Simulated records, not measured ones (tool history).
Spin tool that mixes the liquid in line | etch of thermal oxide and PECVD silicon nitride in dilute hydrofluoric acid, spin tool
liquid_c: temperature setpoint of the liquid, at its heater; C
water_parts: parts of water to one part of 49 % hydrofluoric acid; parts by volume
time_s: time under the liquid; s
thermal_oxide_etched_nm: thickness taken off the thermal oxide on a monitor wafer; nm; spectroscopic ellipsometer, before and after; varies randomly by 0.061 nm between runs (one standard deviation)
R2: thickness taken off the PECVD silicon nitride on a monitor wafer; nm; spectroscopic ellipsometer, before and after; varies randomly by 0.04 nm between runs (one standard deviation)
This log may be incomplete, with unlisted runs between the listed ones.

{"run": 1, "day": 0.0, "liquid_c": 22, "water_parts": 50, "time_s": 180, "thermal_oxide_etched_nm": 14.257, "R2": 6.6824}
{"run": 2, "day": 0.308, "liquid_c": 22, "water_parts": 50, "time_s": 255, "thermal_oxide_etched_nm": 20.193, "R2": 9.4309}
{"run": 3, "day": 0.6, "liquid_c": 22, "water_parts": 50, "time_s": 315, "thermal_oxide_etched_nm": 24.916, "R2": 11.393}
{"run": 4, "day": 0.8, "liquid_c": 22, "water_parts": 50, "time_s": 280, "thermal_oxide_etched_nm": 22.095, "R2": 10.208}
{"run": 5, "day": 0.833, "liquid_c": 22, "water_parts": 55, "time_s": 280, "thermal_oxide_etched_nm": 19.973, "R2": 9.4645}
{"run": 6, "day": 0.971, "liquid_c": 19.5, "water_parts": 55, "time_s": 280, "thermal_oxide_etched_nm": 17.994, "R2": 7.9497}
{"run": 7, "day": 1.179, "liquid_c": 17, "water_parts": 70, "time_s": 270, "thermal_oxide_etched_nm": 12.161, "R2": 5.1294}
{"run": 8, "day": 1.438, "liquid_c": 17, "water_parts": 70, "time_s": 265, "thermal_oxide_etched_nm": 11.813, "R2": 4.9308}
{"run": 9, "day": 1.771, "liquid_c": 17, "water_parts": 70, "time_s": 260, "thermal_oxide_etched_nm": 11.609, "R2": 4.9245}
{"run": 10, "day": 1.933, "liquid_c": 17, "water_parts": 70, "time_s": 260, "thermal_oxide_etched_nm": 11.603, "R2": 4.8794}

The next listed run, before its measurement:
{"run": 11, "day": 2.158, "liquid_c": 17, "water_parts": 70, "time_s": 255, "thermal_oxide_etched_nm": "?", "R2": "?"}

thermal_oxide_etched_nm: 11.445 nm
R2: 4.7732 nm

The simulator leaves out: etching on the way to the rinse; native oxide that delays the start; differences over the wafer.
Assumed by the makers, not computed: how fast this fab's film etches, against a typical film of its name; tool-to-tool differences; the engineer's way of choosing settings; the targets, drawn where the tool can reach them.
